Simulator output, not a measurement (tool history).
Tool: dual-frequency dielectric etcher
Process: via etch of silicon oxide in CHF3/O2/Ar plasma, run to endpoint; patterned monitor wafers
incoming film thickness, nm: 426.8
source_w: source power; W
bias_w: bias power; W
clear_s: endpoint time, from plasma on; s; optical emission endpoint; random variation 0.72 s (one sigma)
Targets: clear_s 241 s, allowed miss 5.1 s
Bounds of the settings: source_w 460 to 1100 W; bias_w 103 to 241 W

{"run": 1, "hour": 0.0, "source_w": 780, "bias_w": 172, "clear_s": 206.66}
{"run": 2, "hour": 8.9, "source_w": 780, "bias_w": 142, "clear_s": 223.87}
{"run": 3, "hour": 11.8, "source_w": 650, "bias_w": 142, "clear_s": 246.37}
{"run": 4, "hour": 15.5, "source_w": 650, "bias_w": 173, "clear_s": 230.02}
{"run": 5, "hour": 22.1, "source_w": 630, "bias_w": 172, "clear_s": 234.16}
{"run": 6, "hour": 27.2, "source_w": 720, "bias_w": 172, "clear_s": 216.98}
{"run": 7, "hour": 30.1, "source_w": 680, "bias_w": 171, "clear_s": 224.24}
{"run": 8, "hour": 36.7, "source_w": 650, "bias_w": 170, "clear_s": 230.79}
{"run": 9, "hour": 42.2, "source_w": 630, "bias_w": 170, "clear_s": 235.15}

Which of these 4 next moves meets every target?
{"run": "A", "hour": 47.7, "source_w": 560, "bias_w": 177, "clear_s": "?"}
{"run": "B", "hour": 47.7, "source_w": 590, "bias_w": 158, "clear_s": "?"}
{"run": "C", "hour": 47.7, "source_w": 650, "bias_w": 151, "clear_s": "?"}
{"run": "D", "hour": 47.7, "source_w": 660, "bias_w": 172, "clear_s": "?"}

move=A clear_s=250.22
move=B clear_s=253
move=C clear_s=242.53
move=D clear_s=228.57
A: takes the result that was furthest off past its target
B: takes the result that was furthest off past its target
C: meets every target
D: further off than the last run
Answer: C

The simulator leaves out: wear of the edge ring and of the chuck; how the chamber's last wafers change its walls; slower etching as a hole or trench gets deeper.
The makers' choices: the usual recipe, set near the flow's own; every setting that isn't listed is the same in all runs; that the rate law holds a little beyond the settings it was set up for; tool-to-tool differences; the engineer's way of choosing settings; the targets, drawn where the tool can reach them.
